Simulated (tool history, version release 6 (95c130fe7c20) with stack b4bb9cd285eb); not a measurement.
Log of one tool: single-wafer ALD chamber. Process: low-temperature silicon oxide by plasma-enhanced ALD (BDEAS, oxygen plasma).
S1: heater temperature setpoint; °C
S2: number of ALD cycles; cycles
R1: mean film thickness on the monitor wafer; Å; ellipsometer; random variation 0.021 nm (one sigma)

run 1 hour=0.0 | S1=105 S2=37 | R1=49.527
run 2 hour=5.1 | S1=105 S2=33 | R1=43.546
run 3 hour=6.0 | S1=98 S2=33 | R1=44.476
run 4 hour=14.3 | S1=97 S2=34 | R1=46.267
run 5 hour=16.1 | S1=97 S2=32 | R1=43.260
run 6 hour=20.4 | S1=96 S2=33 | R1=45.373

Run 7 comes next. What will it give?
run 7 hour=22.9 | S1=96 S2=33 | R1=?

Run 7 gave R1 45.190 Å.

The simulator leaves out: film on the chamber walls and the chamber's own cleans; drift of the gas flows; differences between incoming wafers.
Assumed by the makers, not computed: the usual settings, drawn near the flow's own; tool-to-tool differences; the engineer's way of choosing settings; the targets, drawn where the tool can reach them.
